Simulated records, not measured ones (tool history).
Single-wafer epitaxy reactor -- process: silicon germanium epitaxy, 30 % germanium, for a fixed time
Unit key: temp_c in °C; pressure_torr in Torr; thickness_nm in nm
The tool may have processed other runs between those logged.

run	hour	temp_c	pressure_torr	thickness_nm
1	0.0	590	15.7	41.350
2	5.9	588	15.7	39.766
3	11.9	588	16.8	41.401
4	19.9	588	19.6	45.047
5	22.4	584	19.6	42.506
6	28.4	582	19.5	40.772
7	37.0	580	19.5	39.420

Expected results for the next run?
8	41.8	579	19.5	?

{"run 8": {"thickness_nm": 38.611}}
